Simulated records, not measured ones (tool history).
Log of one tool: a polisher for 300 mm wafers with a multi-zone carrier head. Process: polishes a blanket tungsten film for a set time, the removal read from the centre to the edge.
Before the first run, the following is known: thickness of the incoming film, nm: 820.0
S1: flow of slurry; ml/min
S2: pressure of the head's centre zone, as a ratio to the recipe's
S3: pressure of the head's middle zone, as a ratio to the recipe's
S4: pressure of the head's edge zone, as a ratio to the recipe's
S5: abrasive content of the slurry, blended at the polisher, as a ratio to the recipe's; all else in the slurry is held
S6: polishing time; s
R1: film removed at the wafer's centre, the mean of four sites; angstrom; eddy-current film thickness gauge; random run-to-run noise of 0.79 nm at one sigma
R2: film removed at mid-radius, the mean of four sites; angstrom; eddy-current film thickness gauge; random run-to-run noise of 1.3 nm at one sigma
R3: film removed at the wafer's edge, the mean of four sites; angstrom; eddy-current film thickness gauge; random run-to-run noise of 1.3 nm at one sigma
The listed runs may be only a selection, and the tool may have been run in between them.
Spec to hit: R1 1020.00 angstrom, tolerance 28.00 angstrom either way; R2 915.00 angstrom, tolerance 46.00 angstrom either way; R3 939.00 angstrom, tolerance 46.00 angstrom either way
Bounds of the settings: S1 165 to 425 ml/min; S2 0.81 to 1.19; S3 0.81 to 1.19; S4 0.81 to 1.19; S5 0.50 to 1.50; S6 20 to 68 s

run  hour   S1    S2    S3    S4    S5  S6       R1       R2       R3
  1   0.0  275  1.00  1.00  1.00  1.00  44  1294.30  1339.60  1297.60
  2   4.2  275  1.00  1.00  1.08  1.00  44  1272.70  1304.60  1353.00
  3  10.6  275  1.00  0.99  1.06  0.95  43  1261.70  1258.80  1291.80
  4  14.6  275  0.99  0.98  1.05  0.90  42  1195.50  1197.50  1247.00
  5  20.2  275  0.99  0.98  1.05  0.80  42  1154.60  1158.40  1207.20
  6  28.9  275  0.99  0.97  1.03  0.75  42  1142.10  1156.70  1150.60
  7  34.9  275  0.99  0.95  1.02  0.70  42  1123.80  1100.10  1118.20
  8  42.2  260  0.96  0.85  0.92  0.50  42  1005.60   947.30  1005.80
  9  45.6  260  0.96  0.85  0.91  0.50  42  1018.20   927.07  1017.50
 10  46.8  260  0.96  0.86  0.90  0.50  42   999.30   935.72   989.77

Exactly one of the 4 candidate moves below puts every result within its allowed miss. Which one?
  A  48.0  325  0.99  0.95  1.01  0.50  38   ?   ?   ?
  B  48.0  170  0.95  0.81  0.96  0.60  44   ?   ?   ?
  C  48.0  170  0.96  0.81  1.08  0.50  43   ?   ?   ?
  D  48.0  255  0.98  0.83  0.81  0.50  42   ?   ?   ?

move       R1      R2       R3
   A   958.51  948.06   974.59
   B  1021.70  943.03  1081.40
   C   965.41  883.69  1073.40
   D  1021.80  929.99   956.22
A: meets the target for the result that was furthest off, but another lies outside its allowed miss
B: further off than the last run
C: further off than the last run
D: hits every target within its allowed miss
The move that meets every target is D.

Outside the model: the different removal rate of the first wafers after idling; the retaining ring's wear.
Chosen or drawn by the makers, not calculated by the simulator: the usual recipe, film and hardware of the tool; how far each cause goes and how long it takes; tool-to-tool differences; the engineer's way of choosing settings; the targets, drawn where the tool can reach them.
